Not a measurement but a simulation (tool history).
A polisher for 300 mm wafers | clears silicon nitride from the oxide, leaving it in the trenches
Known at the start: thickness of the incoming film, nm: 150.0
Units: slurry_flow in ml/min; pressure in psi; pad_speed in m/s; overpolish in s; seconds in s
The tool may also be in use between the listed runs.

run  hour  slurry_flow  pressure  pad_speed  overpolish  seconds
  1   0.0          165       3.2       0.86           8   167.83
  2   9.0          165       3.1       0.86           8   171.86
  3   9.6          165       3.0       0.86           8   178.65
  4  11.3          165       2.9       0.86           8   184.96
  5  16.9          165       2.9       0.86           8   183.43
  6  23.4          165       2.8       0.86           8   187.78
  7  31.0          165       2.7       0.86           8   192.03

Estimate the outcome of run 8 from the log above:
  8  33.8          165       2.6       0.86           8        ?

{"run 8": {"seconds": 200.85}}
